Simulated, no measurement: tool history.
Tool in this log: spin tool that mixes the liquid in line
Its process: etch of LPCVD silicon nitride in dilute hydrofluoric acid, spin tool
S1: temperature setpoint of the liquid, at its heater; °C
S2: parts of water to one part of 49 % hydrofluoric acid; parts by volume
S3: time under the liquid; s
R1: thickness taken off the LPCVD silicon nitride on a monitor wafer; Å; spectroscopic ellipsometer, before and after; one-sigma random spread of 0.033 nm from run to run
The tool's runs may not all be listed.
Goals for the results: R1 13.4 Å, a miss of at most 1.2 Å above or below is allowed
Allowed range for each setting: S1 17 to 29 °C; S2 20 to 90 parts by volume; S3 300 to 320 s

Run 1, hour 0: S1 21 °C, S2 50 parts by volume, S3 300 s. Result: R1 25.543 Å.
Run 2, hour 6.1: S1 23.5 °C, S2 50 parts by volume, S3 300 s. Result: R1 29.295 Å.
Run 3, hour 13: S1 23.5 °C, S2 50 parts by volume, S3 300 s. Result: R1 29.802 Å.
Run 4, hour 20.9: S1 23.5 °C, S2 30 parts by volume, S3 300 s. Result: R1 47.752 Å.
Run 5, hour 22.1: S1 27 °C, S2 30 parts by volume, S3 300 s. Result: R1 62.078 Å.
Run 6, hour 30.8: S1 25 °C, S2 40 parts by volume, S3 300 s. Result: R1 40.663 Å.
Run 7, hour 32.6: S1 23.5 °C, S2 45 parts by volume, S3 300 s. Result: R1 33.348 Å.
Run 8, hour 36.1: S1 22.5 °C, S2 50 parts by volume, S3 300 s. Result: R1 29.342 Å.
Run 9, hour 40.9: S1 21.5 °C, S2 55 parts by volume, S3 300 s. Result: R1 23.913 Å.
Run 10, hour 42.2: S1 20.5 °C, S2 60 parts by volume, S3 300 s. Result: R1 19.43 Å.
Run 11, hour 49.1: S1 20 °C, S2 60 parts by volume, S3 300 s. Result: R1 19.446 Å.
Run 12, hour 50.9: S1 19.5 °C, S2 60 parts by volume, S3 300 s. Result: R1 18.55 Å.
Run 13, hour 59.6: S1 19 °C, S2 60 parts by volume, S3 300 s. Result: R1 18.092 Å.
Run 14, hour 67.6: S1 18.5 °C, S2 60 parts by volume, S3 300 s. Result: R1 18.156 Å.
Run 15, hour 70.8: S1 18 °C, S2 60 parts by volume, S3 300 s. Result: R1 16.818 Å.

Next run, 4 choices. One meets every target within its allowed miss, the rest don't. Which?
Run A, hour 74: S1 17 °C, S2 60 parts by volume, S3 315 s. Result: R1 ?.
Run B, hour 74: S1 17 °C, S2 60 parts by volume, S3 320 s. Result: R1 ?.
Run C, hour 74: S1 17.5 °C, S2 80 parts by volume, S3 315 s. Result: R1 ?.
Run D, hour 74: S1 17 °C, S2 60 parts by volume, S3 300 s. Result: R1 ?.

move      R1
   A  16.471
   B  16.733
   C  12.907
   D  15.687
A: closer than the last run, but not yet in spec
B: just as far off the targets as the last run
C: all results land within tolerance of their targets
D: closer than the last run, but not yet in spec
The move that meets every target is C.

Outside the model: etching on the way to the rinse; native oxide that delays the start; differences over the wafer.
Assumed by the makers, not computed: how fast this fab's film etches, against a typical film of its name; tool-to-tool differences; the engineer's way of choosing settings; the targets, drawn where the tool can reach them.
